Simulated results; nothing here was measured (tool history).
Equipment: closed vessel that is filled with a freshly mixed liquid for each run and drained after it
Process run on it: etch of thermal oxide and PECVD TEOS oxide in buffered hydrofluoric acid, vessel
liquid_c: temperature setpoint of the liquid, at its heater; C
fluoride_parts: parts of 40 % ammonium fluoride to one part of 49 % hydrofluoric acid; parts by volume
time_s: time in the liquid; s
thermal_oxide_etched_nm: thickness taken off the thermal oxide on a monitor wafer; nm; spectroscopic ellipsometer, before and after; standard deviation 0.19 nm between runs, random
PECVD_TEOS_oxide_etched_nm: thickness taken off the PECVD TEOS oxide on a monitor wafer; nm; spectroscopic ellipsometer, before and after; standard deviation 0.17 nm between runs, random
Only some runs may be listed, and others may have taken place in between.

Run 1, hour 0: liquid_c 25 C, fluoride_parts 23 parts by volume, time_s 60 s. Result: thermal_oxide_etched_nm 40.799 nm, PECVD_TEOS_oxide_etched_nm 62.189 nm.
Run 2, hour 2.2: liquid_c 25 C, fluoride_parts 23 parts by volume, time_s 75 s. Result: thermal_oxide_etched_nm 51.224 nm, PECVD_TEOS_oxide_etched_nm 76.593 nm.
Run 3, hour 5.5: liquid_c 25 C, fluoride_parts 23 parts by volume, time_s 100 s. Result: thermal_oxide_etched_nm 68.585 nm, PECVD_TEOS_oxide_etched_nm 103.47 nm.
Run 4, hour 13: liquid_c 23.5 C, fluoride_parts 24.5 parts by volume, time_s 95 s. Result: thermal_oxide_etched_nm 56.912 nm, PECVD_TEOS_oxide_etched_nm 86.793 nm.
At hour 15: thermometer replaced.
Run 5, hour 15: liquid_c 25 C, fluoride_parts 24.5 parts by volume, time_s 95 s. Result: thermal_oxide_etched_nm 55.741 nm, PECVD_TEOS_oxide_etched_nm 84.415 nm.
Run 6, hour 24: liquid_c 25 C, fluoride_parts 24.5 parts by volume, time_s 110 s. Result: thermal_oxide_etched_nm 64.553 nm, PECVD_TEOS_oxide_etched_nm 98.013 nm.

Run 7 is up next; what results do you expect?
Run 7, hour 27.6: liquid_c 24 C, fluoride_parts 25.5 parts by volume, time_s 95 s. Result: thermal_oxide_etched_nm ?, PECVD_TEOS_oxide_etched_nm ?.

{"run 7": {"thermal_oxide_etched_nm": 51.39, "PECVD_TEOS_oxide_etched_nm": 77.93}}

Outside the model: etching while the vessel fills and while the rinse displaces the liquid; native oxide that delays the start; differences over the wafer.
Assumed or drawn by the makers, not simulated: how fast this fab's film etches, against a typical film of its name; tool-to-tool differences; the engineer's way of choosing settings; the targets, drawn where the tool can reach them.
